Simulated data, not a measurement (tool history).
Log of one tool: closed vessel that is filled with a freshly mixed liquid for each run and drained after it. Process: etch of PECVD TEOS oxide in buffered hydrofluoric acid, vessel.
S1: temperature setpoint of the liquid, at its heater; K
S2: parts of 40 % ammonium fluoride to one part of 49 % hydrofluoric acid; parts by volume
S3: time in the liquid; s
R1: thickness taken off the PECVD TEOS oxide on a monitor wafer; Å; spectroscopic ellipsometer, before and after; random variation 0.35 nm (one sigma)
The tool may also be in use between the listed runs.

run  hour      S1   S2   S3      R1
  1     0  296.15  9.5  105  1217.5
  2   9.2  295.15  9.5  105  1152.2
  3  16.4  295.15  9.5  110    1203
  4  23.1  295.15  8.5  110  1329.5
  5  26.9  294.15  8.5  110  1259.9
  6    36  297.15  8.5  110  1482.6
  7  44.1  295.65  8.5  110    1362
  8  51.1  294.15  8.5  110  1255.3

The next listed run, before its measurement:
  9  52.7  293.15  8.5  110   ?

{"run 9": {"R1": 1182.2}}

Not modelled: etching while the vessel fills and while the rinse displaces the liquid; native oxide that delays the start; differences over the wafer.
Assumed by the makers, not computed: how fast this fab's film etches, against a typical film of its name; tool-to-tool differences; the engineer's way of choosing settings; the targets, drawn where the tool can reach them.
